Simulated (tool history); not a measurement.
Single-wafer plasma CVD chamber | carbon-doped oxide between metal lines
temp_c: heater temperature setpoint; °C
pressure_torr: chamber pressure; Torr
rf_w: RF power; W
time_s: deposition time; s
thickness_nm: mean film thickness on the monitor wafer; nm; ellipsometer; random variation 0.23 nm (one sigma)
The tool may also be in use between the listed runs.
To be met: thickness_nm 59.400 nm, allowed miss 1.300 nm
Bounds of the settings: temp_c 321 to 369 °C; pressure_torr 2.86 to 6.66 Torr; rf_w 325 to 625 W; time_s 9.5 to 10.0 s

| run | hour | temp_c | pressure_torr | rf_w | time_s | thickness_nm |
|---|---|---|---|---|---|---|
| 1 | 0.0 | 345 | 4.76 | 475 | 10.0 | 49.599 |
| 2 | 8.4 | 354 | 4.76 | 475 | 10.0 | 47.824 |
| 3 | 9.6 | 354 | 4.76 | 475 | 10.0 | 48.012 |
| 4 | 16.7 | 354 | 4.76 | 475 | 9.5 | 45.402 |
| 5 | 24.3 | 354 | 4.76 | 500 | 9.5 | 46.950 |
| 6 | 29.0 | 354 | 4.76 | 440 | 9.5 | 43.142 |
| 7 | 33.9 | 351 | 4.96 | 460 | 9.5 | 45.544 |
|  | 40.2 | RF generator calibrated |
| 8 | 40.2 | 348 | 5.20 | 475 | 9.5 | 49.232 |
| 9 | 41.1 | 345 | 5.33 | 475 | 9.5 | 49.635 |
| 10 | 49.5 | 342 | 5.52 | 475 | 9.5 | 50.635 |
| 11 | 52.2 | 340 | 5.71 | 480 | 9.5 | 51.712 |
| 12 | 56.5 | 338 | 5.87 | 485 | 9.5 | 52.696 |
| 13 | 59.3 | 336 | 6.00 | 490 | 9.5 | 53.382 |

4 next moves are on the table. One of them brings every result within its allowed miss. Which?
| A | 62.1 | 347 | 6.66 | 585 | 9.8 | ? |
| B | 62.1 | 342 | 5.85 | 465 | 9.5 | ? |
| C | 62.1 | 328 | 6.22 | 365 | 9.5 | ? |
| D | 62.1 | 335 | 6.15 | 460 | 9.5 | ? |

| move | thickness_nm |
|---|---|
| A | 59.410 |
| B | 50.118 |
| C | 44.551 |
| D | 51.375 |
A: meets every target
B: further off than the last run
C: further off than the last run
D: further off than the last run
The right move is A.
